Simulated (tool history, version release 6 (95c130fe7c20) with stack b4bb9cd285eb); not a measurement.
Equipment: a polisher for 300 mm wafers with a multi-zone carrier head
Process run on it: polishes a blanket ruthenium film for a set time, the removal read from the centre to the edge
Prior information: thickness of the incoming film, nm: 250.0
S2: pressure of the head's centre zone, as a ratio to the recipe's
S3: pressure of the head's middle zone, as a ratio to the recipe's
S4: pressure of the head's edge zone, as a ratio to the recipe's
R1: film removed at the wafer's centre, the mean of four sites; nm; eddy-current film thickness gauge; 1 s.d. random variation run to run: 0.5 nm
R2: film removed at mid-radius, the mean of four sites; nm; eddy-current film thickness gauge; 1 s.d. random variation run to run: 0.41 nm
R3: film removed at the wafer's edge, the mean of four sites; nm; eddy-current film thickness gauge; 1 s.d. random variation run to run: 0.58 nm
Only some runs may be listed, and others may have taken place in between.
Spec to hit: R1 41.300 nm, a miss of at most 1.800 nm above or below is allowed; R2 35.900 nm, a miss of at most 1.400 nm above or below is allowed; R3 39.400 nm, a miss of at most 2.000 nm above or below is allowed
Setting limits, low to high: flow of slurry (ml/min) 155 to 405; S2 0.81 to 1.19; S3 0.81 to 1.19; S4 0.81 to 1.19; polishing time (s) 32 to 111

{"run": 1, "hour": 0.0, "flow of slurry (ml/min)": 260, "S2": 1.0, "S3": 1.0, "S4": 1.0, "polishing time (s)": 71, "R1": 58.067, "R2": 58.134, "R3": 59.755}
{"run": 2, "hour": 1.8, "flow of slurry (ml/min)": 260, "S2": 1.01, "S3": 0.96, "S4": 0.97, "polishing time (s)": 63, "R1": 50.605, "R2": 50.789, "R3": 52.503}
{"run": 3, "hour": 6.2, "flow of slurry (ml/min)": 255, "S2": 1.05, "S3": 0.92, "S4": 0.96, "polishing time (s)": 57, "R1": 49.198, "R2": 44.426, "R3": 46.528}
{"run": 4, "hour": 10.5, "flow of slurry (ml/min)": 250, "S2": 1.04, "S3": 0.89, "S4": 0.95, "polishing time (s)": 54, "R1": 45.002, "R2": 41.055, "R3": 44.05}
{"run": 5, "hour": 17.4, "flow of slurry (ml/min)": 250, "S2": 1.04, "S3": 0.89, "S4": 0.99, "polishing time (s)": 54, "R1": 45.896, "R2": 40.562, "R3": 45.0}
{"run": 6, "hour": 20.1, "flow of slurry (ml/min)": 245, "S2": 1.04, "S3": 0.87, "S4": 0.96, "polishing time (s)": 52, "R1": 43.932, "R2": 38.588, "R3": 42.151}
{"run": 7, "hour": 28.7, "flow of slurry (ml/min)": 235, "S2": 1.04, "S3": 0.86, "S4": 0.95, "polishing time (s)": 52, "R1": 43.958, "R2": 38.264, "R3": 42.568}
{"run": 8, "hour": 35.8, "flow of slurry (ml/min)": 240, "S2": 1.04, "S3": 0.85, "S4": 0.93, "polishing time (s)": 51, "R1": 42.933, "R2": 36.292, "R3": 42.087}

5 next moves are on the table. One of them brings every result within its allowed miss. Which?
{"run": "A", "hour": 42.9, "flow of slurry (ml/min)": 220, "S2": 1.07, "S3": 0.89, "S4": 0.94, "polishing time (s)": 49, "R1": "?", "R2": "?", "R3": "?"}
{"run": "B", "hour": 42.9, "flow of slurry (ml/min)": 240, "S2": 1.03, "S3": 0.85, "S4": 0.9, "polishing time (s)": 55, "R1": "?", "R2": "?", "R3": "?"}
{"run": "C", "hour": 42.9, "flow of slurry (ml/min)": 190, "S2": 1.06, "S3": 0.95, "S4": 0.91, "polishing time (s)": 50, "R1": "?", "R2": "?", "R3": "?"}
{"run": "D", "hour": 42.9, "flow of slurry (ml/min)": 265, "S2": 1.16, "S3": 0.87, "S4": 0.95, "polishing time (s)": 48, "R1": "?", "R2": "?", "R3": "?"}
{"run": "E", "hour": 42.9, "flow of slurry (ml/min)": 265, "S2": 0.91, "S3": 0.82, "S4": 0.95, "polishing time (s)": 53, "R1": "?", "R2": "?", "R3": "?"}

move=A R1=41.921 R2=36.295 R3=38.916
move=B R1=45.896 R2=39.718 R3=43.229
move=C R1=41.270 R2=38.184 R3=38.403
move=D R1=45.789 R2=35.752 R3=39.042
move=E R1=39.577 R2=37.654 R3=43.138
A: hits every target within its allowed miss
B: its largest miss is bigger than the last run's
C: puts the biggest miss on target and leaves a different result outside tolerance
D: puts the biggest miss on target and leaves a different result outside tolerance
E: its largest miss is bigger than the last run's
A is the move that brings every result within its allowed miss.
